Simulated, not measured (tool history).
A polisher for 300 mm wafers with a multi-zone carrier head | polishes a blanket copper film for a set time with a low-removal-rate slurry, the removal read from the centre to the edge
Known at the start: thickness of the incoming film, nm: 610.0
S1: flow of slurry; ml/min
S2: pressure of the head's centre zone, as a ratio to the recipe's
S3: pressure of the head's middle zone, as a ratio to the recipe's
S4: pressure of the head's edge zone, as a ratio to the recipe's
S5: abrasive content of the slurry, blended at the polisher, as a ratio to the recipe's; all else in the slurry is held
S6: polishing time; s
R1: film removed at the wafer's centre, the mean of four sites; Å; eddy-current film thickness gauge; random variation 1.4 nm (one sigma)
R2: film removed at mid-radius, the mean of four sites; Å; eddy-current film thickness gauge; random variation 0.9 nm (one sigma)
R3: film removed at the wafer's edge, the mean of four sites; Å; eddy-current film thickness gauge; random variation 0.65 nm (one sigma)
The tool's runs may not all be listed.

| run | day | S1 | S2 | S3 | S4 | S5 | S6 | R1 | R2 | R3 |
|---|---|---|---|---|---|---|---|---|---|---|
| 1 | 0.000 | 125 | 1.00 | 1.00 | 1.00 | 1.00 | 31 | 630.26 | 617.74 | 622.31 |
| 2 | 0.067 | 125 | 1.06 | 1.00 | 1.00 | 1.00 | 31 | 674.71 | 626.63 | 618.87 |
| 3 | 0.338 | 140 | 1.07 | 1.04 | 1.04 | 1.15 | 32 | 734.28 | 691.24 | 687.24 |
| 4 | 0.425 | 155 | 1.08 | 1.09 | 1.04 | 1.25 | 33 | 812.35 | 765.75 | 733.62 |
| 5 | 0.646 | 155 | 1.13 | 1.09 | 1.04 | 1.25 | 33 | 808.28 | 777.98 | 726.37 |
| 6 | 0.846 | 155 | 1.13 | 1.09 | 1.00 | 1.25 | 33 | 816.10 | 781.99 | 716.09 |

The next listed run, before its measurement:
| 7 | 1.042 | 160 | 1.12 | 1.12 | 1.02 | 1.35 | 34 | ? | ? | ? |

R1: 864.39 Å
R2: 836.87 Å
R3: 755.58 Å

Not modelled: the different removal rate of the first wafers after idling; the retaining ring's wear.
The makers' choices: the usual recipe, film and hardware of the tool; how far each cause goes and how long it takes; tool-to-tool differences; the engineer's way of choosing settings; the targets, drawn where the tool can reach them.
